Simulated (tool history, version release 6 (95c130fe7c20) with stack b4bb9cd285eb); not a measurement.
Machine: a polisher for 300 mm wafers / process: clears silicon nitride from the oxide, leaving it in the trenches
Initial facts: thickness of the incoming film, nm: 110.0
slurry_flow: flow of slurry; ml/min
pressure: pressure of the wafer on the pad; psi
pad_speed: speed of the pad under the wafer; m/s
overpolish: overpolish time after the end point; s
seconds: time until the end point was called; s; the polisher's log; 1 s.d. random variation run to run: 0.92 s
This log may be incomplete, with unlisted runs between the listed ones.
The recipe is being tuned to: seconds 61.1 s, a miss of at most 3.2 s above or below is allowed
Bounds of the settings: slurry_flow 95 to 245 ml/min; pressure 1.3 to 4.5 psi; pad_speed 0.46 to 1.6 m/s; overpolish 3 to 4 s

run,hour,slurry_flow,pressure,pad_speed,overpolish,seconds
1,0,155,2.9,1.02,4,114.11
2,1.1,155,3.2,1.04,4,100.94
3,3,155,3.4,1.06,4,93.789
4,10.6,155,3.4,1.24,4,80.584
5,11.7,155,3.4,1.14,4,88.658
6,19,115,3.4,1.14,4,95.832
7,25,125,3.6,1.14,4,87.746
8,25.9,135,3.7,1.14,4,85.492
9,32.6,135,4.5,1.24,4,64.68

Which single option among these 4 for the next run brings every result within its allowed miss of target? Just one does.
A,39.3,100,3.6,1.52,4,?
B,39.3,125,4.5,1.52,4,?
C,39.3,140,4.5,1.44,4,?
D,39.3,165,4.5,1.24,4,?

move,seconds
A,69.192
B,52.989
C,54.502
D,61.164
A: lands further from the targets than the last run did
B: takes the biggest miss from the last run beyond its target
C: takes the biggest miss from the last run beyond its target
D: meets every target
The move that meets every target is D.
